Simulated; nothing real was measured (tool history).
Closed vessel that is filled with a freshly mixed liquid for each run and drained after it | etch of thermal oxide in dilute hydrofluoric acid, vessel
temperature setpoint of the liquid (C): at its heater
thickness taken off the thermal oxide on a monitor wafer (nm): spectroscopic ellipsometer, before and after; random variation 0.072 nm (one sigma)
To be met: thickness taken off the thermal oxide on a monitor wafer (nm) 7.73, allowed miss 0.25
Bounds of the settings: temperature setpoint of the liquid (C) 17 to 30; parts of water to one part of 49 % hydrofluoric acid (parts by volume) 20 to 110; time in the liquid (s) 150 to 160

run  hour  temperature setpoint of the liquid (C)  parts of water to one part of 49 % hydrofluoric acid (parts by volume)  time in the liquid (s)  thickness taken off the thermal oxide on a monitor wafer (nm)
  1     0                                      22                                                                      60                     150                                                         11.754
  2   2.9                                    24.5                                                                      60                     150                                                         12.969
  3    11                                    22.5                                                                      65                     150                                                         10.831
  4  13.2                                      21                                                                      65                     150                                                         10.086
  5  14.5                                      21                                                                      80                     150                                                         8.1363
  6  16.1                                      21                                                                      80                     160                                                         8.7664
  7  19.3                                    20.5                                                                      80                     160                                                         8.5514
  8  22.4                                      20                                                                      80                     160                                                         8.3255
  9  29.9                                    19.5                                                                      80                     160                                                         8.1801

Which of these 5 next moves meets every target?
  A  37.4                                    19.5                                                                      75                     150                                                              ?
  B  37.4                                      21                                                                      85                     155                                                              ?
  C  37.4                                    20.5                                                                      75                     150                                                              ?
  D  37.4                                      19                                                                      75                     160                                                              ?
  E  37.4                                      19                                                                      70                     155                                                              ?

move  thickness taken off the thermal oxide on a monitor wafer (nm)
   A                                                         8.0278
   B                                                         7.7001
   C                                                           8.37
   D                                                         8.3849
   E                                                         8.7527
A: nearer than the last run, and not there yet
B: meets every target
C: further off than the last run
D: further off than the last run
E: further off than the last run
Move B is the one to make.
